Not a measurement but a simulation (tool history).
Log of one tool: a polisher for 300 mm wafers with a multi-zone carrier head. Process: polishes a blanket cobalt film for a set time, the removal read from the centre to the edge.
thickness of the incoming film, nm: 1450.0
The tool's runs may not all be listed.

run	hour	flow of slurry (ml/min)	pressure of the head's centre zone	pressure of the head's middle zone	pressure of the head's edge zone	polishing time (s)	film removed at the wafer's centre (nm)	film removed at mid-radius (nm)	film removed at the wafer's edge (nm)
1	0	235	1	1	1	46	163.33	161.02	157.12
2	4.6	240	1.01	1.01	1.03	47	169.16	165.03	165.61
3	5.8	240	1.01	1.01	1.09	47	167.97	164.55	167.59
4	6.6	250	1.02	1.02	1.11	48	173.75	170.46	179.68
5	14.2	250	1.02	1.02	1.11	57	211.79	205.2	204.35
6	19.6	250	1.02	1.1	1.11	57	205.37	217.4	207.3
7	22.1	240	1.02	1.08	1.11	57	208.85	212	207.83
8	24.6	230	1.01	1.07	1.11	57	201.8	212.37	207.46
9	31.4	205	1.04	0.97	1.06	56	198.59	184.61	199.53

Forecast run 10:
10	35.8	205	1.03	0.97	1.06	56	?	?	?

Run 10 gave film removed at the wafer's centre (nm) 199.46, film removed at mid-radius (nm) 186.92, film removed at the wafer's edge (nm) 192.89.
